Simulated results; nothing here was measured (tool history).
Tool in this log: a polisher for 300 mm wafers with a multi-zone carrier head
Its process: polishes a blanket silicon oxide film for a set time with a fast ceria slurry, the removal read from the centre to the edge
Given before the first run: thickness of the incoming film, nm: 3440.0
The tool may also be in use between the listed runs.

| run | day | flow of slurry (ml/min) | pressure of the head's centre zone | pressure of the head's middle zone | pressure of the head's edge zone | polishing time (s) | film removed at the wafer's centre (Å) | film removed at mid-radius (Å) | film removed at the wafer's edge (Å) |
|---|---|---|---|---|---|---|---|---|---|
| 1 | 0 | 315 | 1 | 1 | 1 | 63 | 12875 | 13631 | 13433 |
| 2 | 0.046 | 310 | 0.98 | 0.98 | 1.05 | 67 | 13766 | 13928 | 14981 |
| 3 | 0.1 | 310 | 0.98 | 0.94 | 1.05 | 67 | 13726 | 13528 | 14559 |
| 4 | 0.279 | 310 | 0.97 | 0.97 | 1.09 | 68 | 13918 | 14379 | 15140 |
| 5 | 0.654 | 310 | 0.97 | 1 | 1.09 | 68 | 13704 | 14407 | 14927 |
| 6 | 0.95 | 305 | 0.93 | 0.98 | 1.11 | 71 | 13606 | 14854 | 15832 |
| 7 | 1.196 | 300 | 0.92 | 0.96 | 1.13 | 73 | 13930 | 15166 | 16312 |

Expected results for the next run?
| 8 | 1.217 | 300 | 0.91 | 0.94 | 1.15 | 74 | ? | ? | ? |

Run 8 measured film removed at the wafer's centre (Å) 13980, film removed at mid-radius (Å) 15048, film removed at the wafer's edge (Å) 16945.
